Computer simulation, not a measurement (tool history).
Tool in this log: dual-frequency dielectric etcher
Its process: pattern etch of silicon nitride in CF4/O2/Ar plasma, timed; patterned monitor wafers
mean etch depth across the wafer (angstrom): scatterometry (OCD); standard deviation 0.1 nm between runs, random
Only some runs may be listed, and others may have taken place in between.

| run | hour | source power (W) | bias power (W) | Ar flow (sccm) | CF4 flow (sccm) | etch time (s) | mean etch depth across the wafer (angstrom) |
|---|---|---|---|---|---|---|---|
| 1 | 0 | 440 | 55 | 117 | 103 | 14.5 | 254.74 |
| 2 | 0.8 | 460 | 55 | 117 | 103 | 14.5 | 262.03 |
| 3 | 3.9 | 460 | 55 | 105 | 103 | 14.5 | 265.76 |
| 4 | 7.5 | 480 | 55 | 105 | 103 | 14.5 | 274.97 |
|  | 15.3 | source power generator calibrated |
| 5 | 15.3 | 500 | 55 | 105 | 103 | 14.5 | 290.97 |
| 6 | 16.9 | 500 | 55 | 105 | 88 | 14.5 | 284.17 |

Run 7 is up next; what results do you expect?
| 7 | 20.8 | 510 | 55 | 105 | 88 | 14.5 | ? |

mean etch depth across the wafer (angstrom): 288.73
